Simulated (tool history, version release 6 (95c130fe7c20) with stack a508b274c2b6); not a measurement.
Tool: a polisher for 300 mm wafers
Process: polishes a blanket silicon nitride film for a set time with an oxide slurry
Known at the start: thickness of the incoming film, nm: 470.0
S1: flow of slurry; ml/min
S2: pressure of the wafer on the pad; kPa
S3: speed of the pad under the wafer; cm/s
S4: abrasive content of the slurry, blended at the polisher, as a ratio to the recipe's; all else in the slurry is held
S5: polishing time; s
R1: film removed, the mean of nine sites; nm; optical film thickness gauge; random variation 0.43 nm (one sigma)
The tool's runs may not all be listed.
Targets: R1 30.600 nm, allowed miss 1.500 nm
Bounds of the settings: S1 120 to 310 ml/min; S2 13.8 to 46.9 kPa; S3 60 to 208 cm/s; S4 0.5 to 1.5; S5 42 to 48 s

run 1 hour=0.0 | S1=200 S2=30.3 S3=134 S4=1.0 S5=48 | R1=38.991
run 2 hour=3.7 | S1=235 S2=30.3 S3=134 S4=1.0 S5=48 | R1=40.085
run 3 hour=6.0 | S1=235 S2=28.3 S3=132 S4=1.0 S5=48 | R1=35.964
run 4 hour=6.5 | S1=215 S2=28.3 S3=132 S4=1.0 S5=48 | R1=36.654
run 5 hour=7.1 | S1=215 S2=26.9 S3=132 S4=1.0 S5=48 | R1=35.303
run 6 hour=10.8 | S1=250 S2=26.9 S3=132 S4=1.0 S5=48 | R1=35.604
run 7 hour=16.6 | S1=250 S2=25.5 S3=132 S4=1.0 S5=48 | R1=34.462
run 8 hour=25.0 | S1=250 S2=24.1 S3=132 S4=1.0 S5=48 | R1=32.278
-- hour=27.0 slurry blender recalibrated
run 9 hour=27.0 | S1=250 S2=22.8 S3=132 S4=1.0 S5=48 | R1=33.765

5 next moves are on the table. One of them brings every result within its allowed miss. Which?
run A hour=29.0 | S1=310 S2=22.1 S3=156 S4=1.0 S5=48 | R1=?
run B hour=29.0 | S1=240 S2=26.2 S3=158 S4=0.7 S5=48 | R1=?
run C hour=29.0 | S1=230 S2=23.4 S3=144 S4=1.2 S5=42 | R1=?
run D hour=29.0 | S1=255 S2=26.9 S3=100 S4=1.1 S5=48 | R1=?
run E hour=29.0 | S1=270 S2=22.1 S3=104 S4=1.1 S5=48 | R1=?

move=A R1=38.497
move=B R1=37.741
move=C R1=35.486
move=D R1=35.619
move=E R1=30.345
A: further off than the last run
B: further off than the last run
C: further off than the last run
D: further off than the last run
E: meets every target
Move E is the one to make.
